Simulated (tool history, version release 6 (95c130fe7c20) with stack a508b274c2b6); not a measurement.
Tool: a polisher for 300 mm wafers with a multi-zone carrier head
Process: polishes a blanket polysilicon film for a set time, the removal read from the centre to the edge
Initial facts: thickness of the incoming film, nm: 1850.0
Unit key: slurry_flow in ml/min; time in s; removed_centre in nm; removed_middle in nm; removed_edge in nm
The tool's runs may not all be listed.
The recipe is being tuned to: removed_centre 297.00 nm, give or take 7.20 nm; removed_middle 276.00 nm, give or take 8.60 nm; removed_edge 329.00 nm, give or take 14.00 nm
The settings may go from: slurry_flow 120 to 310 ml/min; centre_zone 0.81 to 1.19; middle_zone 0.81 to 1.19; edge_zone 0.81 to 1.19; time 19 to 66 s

run    day  slurry_flow  centre_zone  middle_zone  edge_zone  time  removed_centre  removed_middle  removed_edge
  1  0.000          200         1.00         1.00       1.00    42          218.84          219.03        221.54
  2  0.150          200         0.93         1.00       1.00    42          203.60          219.58        219.52
  3  0.254          200         0.95         0.99       1.04    45          223.33          228.54        241.25
  4  0.354          200         0.95         0.99       1.11    45          223.96          230.45        249.02
  5  0.450          200         0.95         0.99       1.11    51          253.71          265.07        287.87
  6  0.642          200         0.95         0.99       1.11    58          290.69          301.38        322.16
  7  0.704          200         0.96         0.97       1.12    58          287.06          293.16        322.22
  8  1.029          200         0.97         0.96       1.13    58          294.09          292.88        330.00
  9  1.400          200         0.98         0.95       1.13    58          295.62          290.60        331.14
 10  1.538          200         0.98         0.95       1.13    58          296.20          290.92        329.02
 11  1.842          200         0.98         0.94       1.13    58          297.98          288.93        325.22

Pick the move, out of 4, that brings all results within their allowed miss; only one does.
  A  2.146          215         0.98         0.90       1.16    57               ?               ?             ?
  B  2.146          190         0.92         0.93       1.00    63               ?               ?             ?
  C  2.146          185         0.97         0.99       1.14    58               ?               ?             ?
  D  2.146          230         1.04         1.01       1.09    55               ?               ?             ?

move  removed_centre  removed_middle  removed_edge
   A          296.91          275.78        333.50
   B          301.38          307.09        337.18
   C          291.29          295.93        330.01
   D          307.62          294.88        313.50
A: meets every target
B: lands further from the targets than the last run did
C: lands further from the targets than the last run did
D: lands further from the targets than the last run did
Answer: A
